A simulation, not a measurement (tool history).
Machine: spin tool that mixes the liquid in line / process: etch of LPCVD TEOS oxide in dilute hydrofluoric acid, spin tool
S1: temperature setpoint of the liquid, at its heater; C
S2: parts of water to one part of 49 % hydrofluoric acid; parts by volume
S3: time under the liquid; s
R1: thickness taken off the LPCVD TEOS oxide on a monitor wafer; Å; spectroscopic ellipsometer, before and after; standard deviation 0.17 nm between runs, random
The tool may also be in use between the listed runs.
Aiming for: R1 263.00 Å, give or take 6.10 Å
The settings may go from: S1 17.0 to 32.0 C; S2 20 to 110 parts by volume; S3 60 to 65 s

run 1 hour=0.0 | S1=24.0 S2=60 S3=60 | R1=457.44
run 2 hour=0.9 | S1=24.0 S2=45 S3=60 | R1=611.83
run 3 hour=6.4 | S1=24.0 S2=45 S3=60 | R1=616.27
run 4 hour=9.5 | S1=22.0 S2=55 S3=60 | R1=460.31
run 5 hour=10.5 | S1=20.0 S2=55 S3=60 | R1=425.89
run 6 hour=13.4 | S1=20.0 S2=55 S3=65 | R1=457.15
run 7 hour=16.6 | S1=19.0 S2=60 S3=65 | R1=399.59
run 8 hour=23.3 | S1=18.5 S2=65 S3=65 | R1=359.74
run 9 hour=27.5 | S1=18.0 S2=70 S3=65 | R1=324.81
run 10 hour=34.8 | S1=17.5 S2=70 S3=65 | R1=312.25
run 11 hour=41.8 | S1=17.0 S2=75 S3=65 | R1=289.25

4 candidate next runs follow, results not yet known. Just one meets every target within its allowed miss. Identify it.
run A hour=48.8 | S1=17.0 S2=80 S3=60 | R1=?
run B hour=48.8 | S1=21.0 S2=95 S3=65 | R1=?
run C hour=48.8 | S1=21.0 S2=90 S3=65 | R1=?
run D hour=48.8 | S1=21.0 S2=85 S3=60 | R1=?

move=A R1=247.19
move=B R1=262.11
move=C R1=278.27
move=D R1=273.57
A: carries the result that was furthest off beyond its target, to the other side
B: in spec on every target
C: nearer the targets than the last run, but a result is still out of spec
D: nearer the targets than the last run, but a result is still out of spec
The move that meets every target is B.
